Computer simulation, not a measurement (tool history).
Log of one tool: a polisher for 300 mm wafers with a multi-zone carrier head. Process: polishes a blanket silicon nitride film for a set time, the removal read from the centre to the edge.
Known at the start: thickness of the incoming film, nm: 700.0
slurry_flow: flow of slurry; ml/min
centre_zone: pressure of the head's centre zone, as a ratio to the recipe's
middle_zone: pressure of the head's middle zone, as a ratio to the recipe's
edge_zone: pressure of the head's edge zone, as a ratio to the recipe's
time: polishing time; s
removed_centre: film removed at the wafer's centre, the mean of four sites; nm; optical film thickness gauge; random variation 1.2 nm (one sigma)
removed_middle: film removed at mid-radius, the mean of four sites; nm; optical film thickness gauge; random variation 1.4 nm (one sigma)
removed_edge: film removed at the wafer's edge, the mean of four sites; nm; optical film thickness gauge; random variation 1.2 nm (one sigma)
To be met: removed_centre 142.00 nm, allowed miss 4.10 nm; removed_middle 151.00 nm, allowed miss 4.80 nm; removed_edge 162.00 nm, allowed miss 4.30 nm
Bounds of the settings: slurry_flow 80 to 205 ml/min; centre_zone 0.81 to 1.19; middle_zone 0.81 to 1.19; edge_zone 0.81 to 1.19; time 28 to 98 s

run,hour,slurry_flow,centre_zone,middle_zone,edge_zone,time,removed_centre,removed_middle,removed_edge
1,0.0,135,1.00,1.00,1.00,63,131.21,129.56,131.85
2,6.5,140,0.99,1.00,1.02,63,131.14,133.86,133.51
3,13.7,140,0.99,1.00,1.02,56,114.40,118.05,118.27
4,14.3,140,0.99,1.00,0.99,56,114.51,116.60,119.07
5,19.8,145,0.98,0.99,0.99,58,119.39,121.63,123.24
6,22.5,145,0.98,0.92,0.99,58,119.22,112.11,120.52
7,31.4,145,0.97,0.92,1.01,60,120.55,117.48,127.05
8,39.3,150,0.97,0.92,1.03,61,122.86,120.83,132.18
9,47.4,155,0.98,0.93,1.05,61,126.61,121.61,130.82
10,51.7,155,0.97,0.93,1.06,62,126.29,124.40,133.67
11,53.8,155,0.97,0.93,1.06,62,128.58,123.26,134.66
12,56.0,160,0.96,0.94,1.07,63,129.49,128.21,137.14

5 next moves are on the table. One of them brings every result within its allowed miss. Which?
A,58.2,150,0.92,0.97,1.12,73,?,?,?
B,58.2,180,0.95,1.07,1.11,66,?,?,?
C,58.2,150,0.94,1.07,0.95,63,?,?,?
D,58.2,120,0.85,0.86,1.08,81,?,?,?
E,58.2,155,0.89,0.89,1.15,75,?,?,?

move,removed_centre,removed_middle,removed_edge
A,140.96,152.21,163.21
B,136.45,154.28,150.18
C,124.40,142.75,131.47
D,136.91,145.93,172.81
E,140.93,146.44,170.53
A: meets every target
B: nearer than the last run, and not there yet
C: further off than the last run
D: takes the result that was furthest off past its target
E: takes the result that was furthest off past its target
The right move is A.
